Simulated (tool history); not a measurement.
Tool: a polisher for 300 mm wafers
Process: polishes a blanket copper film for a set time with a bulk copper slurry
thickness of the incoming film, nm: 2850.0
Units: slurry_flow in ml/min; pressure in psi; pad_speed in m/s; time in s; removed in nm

run	hour	slurry_flow	pressure	pad_speed	slurry_solids	time	removed
1	0.0	185	3.2	0.98	1.00	39	376.14
2	2.0	185	3.2	0.98	0.90	39	366.45
3	9.9	185	3.4	0.98	0.90	39	394.66
4	18.5	185	3.4	0.98	1.05	39	387.20
5	24.6	185	2.7	0.98	1.05	39	333.78
6	26.3	185	3.0	1.00	1.05	39	355.23

Forecast run 7:
7	27.9	185	3.3	1.02	1.05	39	?

removed: 396.10 nm
